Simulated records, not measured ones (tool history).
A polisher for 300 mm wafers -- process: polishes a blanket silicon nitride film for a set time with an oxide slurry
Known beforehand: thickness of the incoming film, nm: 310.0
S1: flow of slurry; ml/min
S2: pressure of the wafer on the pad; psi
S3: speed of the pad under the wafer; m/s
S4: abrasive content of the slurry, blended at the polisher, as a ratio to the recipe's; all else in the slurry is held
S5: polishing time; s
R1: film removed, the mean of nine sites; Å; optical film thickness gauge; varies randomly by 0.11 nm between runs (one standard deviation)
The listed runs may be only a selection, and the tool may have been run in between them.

run,day,S1,S2,S3,S4,S5,R1
1,0,245,2.5,1.42,1,28,163.55
2,0.212,245,2.4,1.42,1,28,158.46
3,0.571,245,2.3,1.42,1,28,150.99
4,0.671,245,2.3,1.42,1,28,149.48
5,1.042,245,2.2,1.42,1,28,145.82
6,1.1,245,2.1,1.42,1,28,139.27
7,1.404,245,2,1.42,1,28,134.62
8,1.629,245,1.9,1.42,1,28,125.28

What will run 9 give?
9,1.975,245,1.7,1.42,1,28,?

R1: 113.46 Å

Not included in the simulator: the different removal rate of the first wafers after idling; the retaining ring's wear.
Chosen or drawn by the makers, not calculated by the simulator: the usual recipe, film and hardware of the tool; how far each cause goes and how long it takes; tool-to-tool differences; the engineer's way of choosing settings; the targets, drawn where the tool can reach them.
